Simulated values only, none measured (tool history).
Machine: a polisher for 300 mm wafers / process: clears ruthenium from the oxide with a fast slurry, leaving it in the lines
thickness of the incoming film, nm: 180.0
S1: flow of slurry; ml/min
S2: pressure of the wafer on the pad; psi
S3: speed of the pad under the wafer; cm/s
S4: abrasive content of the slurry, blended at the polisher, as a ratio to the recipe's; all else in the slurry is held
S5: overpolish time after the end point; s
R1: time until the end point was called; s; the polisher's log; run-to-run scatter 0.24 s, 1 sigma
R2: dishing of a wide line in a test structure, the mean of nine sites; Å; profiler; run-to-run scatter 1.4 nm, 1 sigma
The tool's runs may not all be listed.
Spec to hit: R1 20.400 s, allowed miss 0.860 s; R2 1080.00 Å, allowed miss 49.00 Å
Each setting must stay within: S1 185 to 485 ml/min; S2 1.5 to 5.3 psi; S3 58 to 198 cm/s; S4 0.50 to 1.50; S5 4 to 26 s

run	hour	S1	S2	S3	S4	S5	R1	R2
1	0.0	310	3.4	128	1.00	13	24.849	727.42
2	5.3	310	3.5	128	1.00	14	23.469	772.89
3	7.7	310	3.6	128	1.00	15	23.455	842.82
4	15.9	310	3.7	128	1.00	16	22.802	902.11
5	16.8	310	3.7	100	1.00	16	28.529	773.10
6	21.5	310	3.9	100	1.00	16	27.183	793.34
7	28.2	310	4.1	100	1.00	16	26.172	832.16
8	29.1	310	4.3	100	1.00	16	24.119	846.77
9	30.5	310	4.4	100	1.00	17	23.528	908.75
10	39.2	310	4.5	100	1.00	17	23.838	933.74
11	40.9	310	4.6	100	1.00	17	22.793	966.94
12	41.8	310	4.6	100	1.00	17	23.069	955.04
13	48.2	310	4.7	100	1.00	17	22.703	967.69
14	50.4	310	4.8	100	1.00	17	22.266	990.28
15	51.6	310	4.9	100	1.00	17	21.564	986.84

Consider the 5 candidate settings below. Which is the only one whose results all fall within their allowed miss of target?
A	52.8	260	4.6	102	1.10	16	?	?
B	52.8	395	4.5	96	1.05	22	?	?
C	52.8	305	4.9	102	1.10	16	?	?
D	52.8	310	3.7	156	0.80	18	?	?
E	52.8	260	4.0	128	0.75	16	?	?

move	R1	R2
A	22.033	928.86
B	23.107	1125.40
C	20.358	984.28
D	19.939	1085.40
E	22.908	902.24
A: lands further from the targets than the last run did
B: puts the biggest miss on target and leaves a different result outside tolerance
C: just as far off the targets as the last run
D: all results in spec
E: lands further from the targets than the last run did
Go with D: it meets all targets.
